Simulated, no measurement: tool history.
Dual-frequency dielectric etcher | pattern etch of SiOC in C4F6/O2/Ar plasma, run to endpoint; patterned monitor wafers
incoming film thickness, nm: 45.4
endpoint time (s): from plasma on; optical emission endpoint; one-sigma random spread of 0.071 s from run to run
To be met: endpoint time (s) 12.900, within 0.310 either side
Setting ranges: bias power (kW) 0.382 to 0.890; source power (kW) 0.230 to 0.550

| run | day | bias power (kW) | source power (kW) | endpoint time (s) |
|---|---|---|---|---|
| 1 | 0.000 | 0.636 | 0.390 | 14.498 |
| 2 | 0.104 | 0.699 | 0.390 | 13.961 |
| 3 | 0.271 | 0.714 | 0.390 | 14.115 |
| 4 | 0.558 | 0.661 | 0.390 | 14.361 |
| 5 | 0.729 | 0.683 | 0.400 | 14.151 |
| 6 | 0.983 | 0.683 | 0.370 | 14.235 |
| 7 | 1.188 | 0.810 | 0.410 | 13.396 |
| 8 | 1.367 | 0.818 | 0.410 | 13.354 |
| 9 | 1.654 | 0.826 | 0.410 | 13.427 |

Pick the move, out of 5, that brings all results within their allowed miss; only one does.
| A | 1.942 | 0.832 | 0.350 | ? |
| B | 1.942 | 0.758 | 0.530 | ? |
| C | 1.942 | 0.818 | 0.410 | ? |
| D | 1.942 | 0.711 | 0.430 | ? |
| E | 1.942 | 0.754 | 0.370 | ? |

| move | endpoint time (s) |
|---|---|
| A | 13.797 |
| B | 12.922 |
| C | 13.408 |
| D | 13.827 |
| E | 14.047 |
A: the biggest miss grows against the last run
B: each result inside its tolerance
C: no nearer and no further than the last run
D: the biggest miss grows against the last run
E: the biggest miss grows against the last run
Go with B: it meets all targets.
